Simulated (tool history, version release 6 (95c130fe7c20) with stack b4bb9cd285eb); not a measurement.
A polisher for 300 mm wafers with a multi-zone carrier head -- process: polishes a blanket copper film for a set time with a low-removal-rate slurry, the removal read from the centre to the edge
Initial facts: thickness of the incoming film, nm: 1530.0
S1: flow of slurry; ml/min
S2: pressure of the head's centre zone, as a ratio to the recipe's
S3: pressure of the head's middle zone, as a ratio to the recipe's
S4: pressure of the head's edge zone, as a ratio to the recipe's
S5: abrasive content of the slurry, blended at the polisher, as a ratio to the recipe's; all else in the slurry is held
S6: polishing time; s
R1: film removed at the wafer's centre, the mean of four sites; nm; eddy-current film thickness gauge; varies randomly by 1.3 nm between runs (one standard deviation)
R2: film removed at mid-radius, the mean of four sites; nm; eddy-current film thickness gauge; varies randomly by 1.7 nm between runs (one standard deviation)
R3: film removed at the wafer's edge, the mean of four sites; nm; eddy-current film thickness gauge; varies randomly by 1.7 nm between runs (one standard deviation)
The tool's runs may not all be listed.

run,hour,S1,S2,S3,S4,S5,S6,R1,R2,R3
1,0.0,195,1.00,1.00,1.00,1.00,50,171.17,162.47,166.52
2,1.5,190,0.99,0.99,0.99,0.95,50,166.27,161.89,168.99
3,7.5,190,0.99,0.99,0.99,0.90,49,160.82,158.03,157.20
4,12.7,185,0.99,0.97,0.99,0.90,49,161.14,152.53,156.32
5,15.6,185,0.99,0.97,0.91,0.90,49,159.95,152.86,155.09
6,24.1,180,0.98,0.96,0.91,0.90,49,157.89,151.48,156.28

Expected results for the next run?
7,33.0,180,0.98,0.95,0.91,0.85,49,?,?,?

R1: 154.47 nm
R2: 146.81 nm
R3: 149.56 nm
